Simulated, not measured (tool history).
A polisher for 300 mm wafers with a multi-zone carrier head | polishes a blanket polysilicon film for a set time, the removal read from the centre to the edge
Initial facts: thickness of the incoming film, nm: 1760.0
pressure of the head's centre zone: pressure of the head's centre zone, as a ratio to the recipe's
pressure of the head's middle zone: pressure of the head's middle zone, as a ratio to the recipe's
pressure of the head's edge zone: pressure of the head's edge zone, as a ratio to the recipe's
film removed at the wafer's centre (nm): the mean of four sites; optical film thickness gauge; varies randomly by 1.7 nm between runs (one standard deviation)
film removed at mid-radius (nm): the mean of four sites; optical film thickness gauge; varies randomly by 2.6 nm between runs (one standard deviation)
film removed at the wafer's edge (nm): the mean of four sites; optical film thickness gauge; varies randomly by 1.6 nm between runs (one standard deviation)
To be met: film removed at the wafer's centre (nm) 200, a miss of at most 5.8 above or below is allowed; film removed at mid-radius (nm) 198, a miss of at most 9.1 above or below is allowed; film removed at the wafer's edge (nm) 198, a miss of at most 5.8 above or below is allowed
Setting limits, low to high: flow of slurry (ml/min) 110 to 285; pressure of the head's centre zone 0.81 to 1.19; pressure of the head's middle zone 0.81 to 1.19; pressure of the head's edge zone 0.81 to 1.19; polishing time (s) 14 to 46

run  hour  flow of slurry (ml/min)  pressure of the head's centre zone  pressure of the head's middle zone  pressure of the head's edge zone  polishing time (s)  film removed at the wafer's centre (nm)  film removed at mid-radius (nm)  film removed at the wafer's edge (nm)
  1     0                      180                                   1                                   1                                 1                  30                                   174.78                           175.39                                 180.22
  2   2.4                      180                                0.96                                   1                                 1                  30                                   166.09                           177.52                                 174.41
  3   6.6                      180                                1.04                                   1                                 1                  30                                   180.35                           177.83                                 178.83
  4  13.8                      190                                1.04                                1.01                              1.01                  30                                   184.72                           180.38                                 177.33
  5  20.5                      190                                1.04                                1.01                              1.02                  31                                   186.06                           181.36                                 183.29
  6  25.4                      160                                1.04                                1.01                              1.02                  31                                   184.56                           178.14                                 183.19
  7  27.3                      165                                1.04                                1.02                              1.03                  31                                   184.62                           180.73                                 184.01
  8  29.9                      170                                1.04                                1.03                              1.04                  31                                   186.47                           187.51                                 187.06
  9  37.2                      175                                1.05                                1.03                              1.05                  31                                   189.44                           184.54                                 186.55
 10  40.8                      180                                1.05                                1.04                              1.06                  31                                   189.15                            186.5                                 190.05
 11  46.5                      185                                1.05                                1.05                              1.06                  31                                   188.42                           189.32                                 187.43
 12  54.3                      190                                1.05                                1.05                              1.07                  31                                   191.81                           193.05                                 191.13
 13  55.4                      195                                1.05                                1.05                              1.08                  31                                   193.35                           188.17                                 193.17
 14  58.6                      200                                1.05                                1.06                              1.08                  31                                   188.91                           196.07                                 194.02

Exactly one of the 4 candidate moves below puts every result within its allowed miss. Which one?
  A  61.8                      205                                1.02                                1.14                              1.07                  32                                        ?                                ?                                      ?
  B  61.8                      260                                1.02                                1.01                              1.01                  32                                        ?                                ?                                      ?
  C  61.8                      205                                1.04                                1.05                              1.11                  30                                        ?                                ?                                      ?
  D  61.8                      200                                0.99                                1.13                              1.19                  30                                        ?                                ?                                      ?

move  film removed at the wafer's centre (nm)  film removed at mid-radius (nm)  film removed at the wafer's edge (nm)
   A                                   193.24                           214.61                                 202.09
   B                                   198.79                           198.75                                 200.71
   C                                   184.62                            187.5                                 193.23
   D                                    175.2                           199.08                                 199.64
A: roughly where the last run was
B: all results land within tolerance of their targets
C: its largest miss is bigger than the last run's
D: its largest miss is bigger than the last run's
B is the move that brings every result within its allowed miss.
